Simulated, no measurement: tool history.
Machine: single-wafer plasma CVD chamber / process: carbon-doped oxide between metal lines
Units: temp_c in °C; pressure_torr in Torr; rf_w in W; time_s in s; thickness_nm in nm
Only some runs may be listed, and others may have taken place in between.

run 1 hour=0.0 | temp_c=355 pressure_torr=3.55 rf_w=460 time_s=9.85 | thickness_nm=46.494
run 2 hour=3.8 | temp_c=364 pressure_torr=3.55 rf_w=460 time_s=9.85 | thickness_nm=45.347
run 3 hour=6.1 | temp_c=364 pressure_torr=3.55 rf_w=460 time_s=10.18 | thickness_nm=47.066
run 4 hour=13.9 | temp_c=364 pressure_torr=3.54 rf_w=455 time_s=10.17 | thickness_nm=46.913
run 5 hour=18.6 | temp_c=364 pressure_torr=3.91 rf_w=455 time_s=10.17 | thickness_nm=47.544
run 6 hour=24.6 | temp_c=364 pressure_torr=3.61 rf_w=455 time_s=10.17 | thickness_nm=47.393
run 7 hour=27.5 | temp_c=364 pressure_torr=3.60 rf_w=445 time_s=10.15 | thickness_nm=45.929
-- hour=29.9 thermocouple changed; heater temperature recalibrated
run 8 hour=29.9 | temp_c=364 pressure_torr=3.57 rf_w=440 time_s=10.14 | thickness_nm=46.112

Forecast run 9:
run 9 hour=38.4 | temp_c=364 pressure_torr=3.56 rf_w=435 time_s=10.12 | thickness_nm=?

Run 9 came out at thickness_nm 46.026 nm.
